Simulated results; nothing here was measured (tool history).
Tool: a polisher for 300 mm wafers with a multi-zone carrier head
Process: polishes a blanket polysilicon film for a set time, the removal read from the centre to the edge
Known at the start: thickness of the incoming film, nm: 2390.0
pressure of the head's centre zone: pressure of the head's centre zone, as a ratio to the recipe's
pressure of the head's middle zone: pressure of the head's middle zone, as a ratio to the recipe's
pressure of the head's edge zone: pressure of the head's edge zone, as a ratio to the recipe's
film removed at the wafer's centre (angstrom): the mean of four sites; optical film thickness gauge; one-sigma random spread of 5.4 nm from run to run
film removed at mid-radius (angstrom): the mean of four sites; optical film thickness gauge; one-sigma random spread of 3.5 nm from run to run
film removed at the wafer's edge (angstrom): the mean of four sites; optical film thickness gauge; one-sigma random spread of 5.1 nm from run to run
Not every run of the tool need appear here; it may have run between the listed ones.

run	day	flow of slurry (ml/min)	pressure of the head's centre zone	pressure of the head's middle zone	pressure of the head's edge zone	polishing time (s)	film removed at the wafer's centre (angstrom)	film removed at mid-radius (angstrom)	film removed at the wafer's edge (angstrom)
1	0	280	1	1	1	44	6058.4	6118.7	5991.4
2	0.096	280	1	0.95	1	44	6000.4	5968.4	6103.2
3	0.317	275	1	0.95	0.98	41	5539.9	5522.3	5712.6
4	0.496	275	1	0.95	0.95	41	5565.3	5494.7	5530.3
5	0.783	275	1	0.95	0.93	39	5336.8	5153.8	5207.4
# day 1.112: slurry nozzle cleaned
6	1.112	275	1.08	0.95	0.93	39	5822	5364.1	5301.3
7	1.338	275	1.06	0.95	0.91	38	5508.1	5229.2	5230.3

Run 8 comes next. What will it give?
8	1.621	275	1.06	0.95	0.89	36	?	?	?

film removed at the wafer's centre (angstrom): 5337.6
film removed at mid-radius (angstrom): 4962
film removed at the wafer's edge (angstrom): 4914.7
